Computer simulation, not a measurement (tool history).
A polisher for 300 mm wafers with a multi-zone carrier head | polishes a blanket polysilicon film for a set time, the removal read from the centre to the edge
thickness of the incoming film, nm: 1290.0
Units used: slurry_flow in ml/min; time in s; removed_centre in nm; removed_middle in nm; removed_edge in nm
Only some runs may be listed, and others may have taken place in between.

run 1 hour=0 | slurry_flow=180 centre_zone=1 middle_zone=1 edge_zone=1 time=68 | removed_centre=400.81 removed_middle=406.52 removed_edge=415.59
run 2 hour=7.9 | slurry_flow=180 centre_zone=1 middle_zone=1 edge_zone=1.08 time=68 | removed_centre=404.28 removed_middle=415.07 removed_edge=432.18
run 3 hour=14.3 | slurry_flow=180 centre_zone=1 middle_zone=1 edge_zone=1.12 time=68 | removed_centre=408.48 removed_middle=406.45 removed_edge=433.8
run 4 hour=15.7 | slurry_flow=140 centre_zone=1 middle_zone=1 edge_zone=1.12 time=68 | removed_centre=378.45 removed_middle=389.62 removed_edge=429.67
run 5 hour=18.9 | slurry_flow=140 centre_zone=1 middle_zone=1 edge_zone=1.12 time=75 | removed_centre=413.38 removed_middle=430.42 removed_edge=468.05
run 6 hour=25.7 | slurry_flow=140 centre_zone=1 middle_zone=0.99 edge_zone=1.1 time=71 | removed_centre=397.39 removed_middle=402.1 removed_edge=428.33
run 7 hour=30.3 | slurry_flow=115 centre_zone=0.9 middle_zone=0.89 edge_zone=1.06 time=52 | removed_centre=256.26 removed_middle=257.65 removed_edge=305.18
run 8 hour=35.7 | slurry_flow=115 centre_zone=0.9 middle_zone=0.89 edge_zone=1.04 time=51 | removed_centre=248.89 removed_middle=253.1 removed_edge=294.45
run 9 hour=42.4 | slurry_flow=115 centre_zone=0.9 middle_zone=0.89 edge_zone=1.04 time=51 | removed_centre=246.31 removed_middle=250.45 removed_edge=292.45
run 10 hour=49.9 | slurry_flow=115 centre_zone=0.9 middle_zone=0.89 edge_zone=1.04 time=51 | removed_centre=259.05 removed_middle=252.25 removed_edge=294.04
run 11 hour=58.8 | slurry_flow=115 centre_zone=0.9 middle_zone=0.89 edge_zone=1.03 time=50 | removed_centre=242.47 removed_middle=246.67 removed_edge=291.89
run 12 hour=66.2 | slurry_flow=120 centre_zone=0.91 middle_zone=0.89 edge_zone=1.01 time=49 | removed_centre=251.25 removed_middle=247.27 removed_edge=284.55
run 13 hour=73.2 | slurry_flow=120 centre_zone=0.91 middle_zone=0.88 edge_zone=1 time=48 | removed_centre=241.99 removed_middle=238.8 removed_edge=272.45
run 14 hour=74.5 | slurry_flow=120 centre_zone=0.91 middle_zone=0.87 edge_zone=0.99 time=48 | removed_centre=242.98 removed_middle=236.52 removed_edge=274.68

Predict the results of run 15:
run 15 hour=77.1 | slurry_flow=120 centre_zone=0.91 middle_zone=0.87 edge_zone=0.99 time=48 | removed_centre=? removed_middle=? removed_edge=?

removed_centre: 236.13 nm
removed_middle: 234.4 nm
removed_edge: 277.21 nm
